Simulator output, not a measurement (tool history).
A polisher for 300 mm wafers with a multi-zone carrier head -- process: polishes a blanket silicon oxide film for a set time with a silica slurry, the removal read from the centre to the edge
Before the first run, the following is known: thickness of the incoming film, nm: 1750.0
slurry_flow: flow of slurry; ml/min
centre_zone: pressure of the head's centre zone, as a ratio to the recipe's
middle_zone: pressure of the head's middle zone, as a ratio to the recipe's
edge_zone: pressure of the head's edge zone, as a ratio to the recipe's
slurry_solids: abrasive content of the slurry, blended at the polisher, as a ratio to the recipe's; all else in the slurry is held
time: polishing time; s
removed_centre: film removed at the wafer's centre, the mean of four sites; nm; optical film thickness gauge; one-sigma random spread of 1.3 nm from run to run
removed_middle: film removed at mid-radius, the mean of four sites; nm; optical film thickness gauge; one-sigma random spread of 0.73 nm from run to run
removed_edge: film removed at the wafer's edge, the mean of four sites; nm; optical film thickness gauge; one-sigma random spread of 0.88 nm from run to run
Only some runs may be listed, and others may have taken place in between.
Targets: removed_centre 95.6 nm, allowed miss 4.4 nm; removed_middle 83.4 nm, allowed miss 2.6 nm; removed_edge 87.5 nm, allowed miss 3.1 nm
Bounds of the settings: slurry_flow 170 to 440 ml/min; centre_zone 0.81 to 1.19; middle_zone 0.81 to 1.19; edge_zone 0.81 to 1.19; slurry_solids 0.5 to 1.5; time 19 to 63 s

Run 1, hour 0: slurry_flow 280 ml/min, centre_zone 1, middle_zone 1, edge_zone 1, slurry_solids 1, time 41 s. Result: removed_centre 109.24 nm, removed_middle 102.27 nm, removed_edge 101.26 nm.
Run 2, hour 0.8: slurry_flow 275 ml/min, centre_zone 0.99, middle_zone 0.97, edge_zone 0.97, slurry_solids 0.95, time 41 s. Result: removed_centre 104.34 nm, removed_middle 97.364 nm, removed_edge 98.959 nm.
Run 3, hour 8.2: slurry_flow 275 ml/min, centre_zone 1, middle_zone 0.96, edge_zone 0.95, slurry_solids 0.9, time 41 s. Result: removed_centre 101.89 nm, removed_middle 93.432 nm, removed_edge 96.634 nm.
Run 4, hour 11.5: slurry_flow 275 ml/min, centre_zone 1, middle_zone 1, edge_zone 0.95, slurry_solids 0.9, time 41 s. Result: removed_centre 102.51 nm, removed_middle 97.044 nm, removed_edge 95.32 nm.
Run 5, hour 13.8: slurry_flow 270 ml/min, centre_zone 1.01, middle_zone 0.98, edge_zone 0.93, slurry_solids 0.85, time 41 s. Result: removed_centre 102.59 nm, removed_middle 93.966 nm, removed_edge 96.385 nm.
Run 6, hour 15.2: slurry_flow 270 ml/min, centre_zone 1.01, middle_zone 0.9, edge_zone 0.93, slurry_solids 0.85, time 41 s. Result: removed_centre 101.93 nm, removed_middle 87.767 nm, removed_edge 94.394 nm.
At hour 19.6: centre zone pressure recalibrated.
Run 7, hour 19.6: slurry_flow 275 ml/min, centre_zone 1.01, middle_zone 0.91, edge_zone 0.92, slurry_solids 0.8, time 41 s. Result: removed_centre 95.474 nm, removed_middle 87.857 nm, removed_edge 91.018 nm.
Run 8, hour 23.2: slurry_flow 275 ml/min, centre_zone 1.02, middle_zone 0.9, edge_zone 0.91, slurry_solids 0.8, time 41 s. Result: removed_centre 96.483 nm, removed_middle 86.791 nm, removed_edge 91.921 nm.
Run 9, hour 30.9: slurry_flow 275 ml/min, centre_zone 1.04, middle_zone 0.9, edge_zone 0.9, slurry_solids 0.8, time 41 s. Result: removed_centre 98.426 nm, removed_middle 85.159 nm, removed_edge 91.092 nm.

4 next moves are on the table. One of them brings every result within its allowed miss. Which?
Run A, hour 38.6: slurry_flow 285 ml/min, centre_zone 1.04, middle_zone 0.92, edge_zone 0.89, slurry_solids 0.8, time 39 s. Result: removed_centre ?, removed_middle ?, removed_edge ?.
Run B, hour 38.6: slurry_flow 270 ml/min, centre_zone 1.17, middle_zone 0.92, edge_zone 0.9, slurry_solids 1.15, time 36 s. Result: removed_centre ?, removed_middle ?, removed_edge ?.
Run C, hour 38.6: slurry_flow 255 ml/min, centre_zone 1.04, middle_zone 0.82, edge_zone 0.99, slurry_solids 0.95, time 40 s. Result: removed_centre ?, removed_middle ?, removed_edge ?.
Run D, hour 38.6: slurry_flow 295 ml/min, centre_zone 0.99, middle_zone 0.81, edge_zone 0.93, slurry_solids 0.65, time 46 s. Result: removed_centre ?, removed_middle ?, removed_edge ?.

move  removed_centre  removed_middle  removed_edge
   A          93.659          83.556        85.488
   B          105.86          87.327        89.926
   C          101.22          82.242        97.578
   D          99.352           82.44        95.664
A: all results land within tolerance of their targets
B: brings the last run's worst result on target, with another outside its allowed miss
C: the biggest miss grows against the last run
D: the biggest miss grows against the last run
Go with A: it meets all targets.
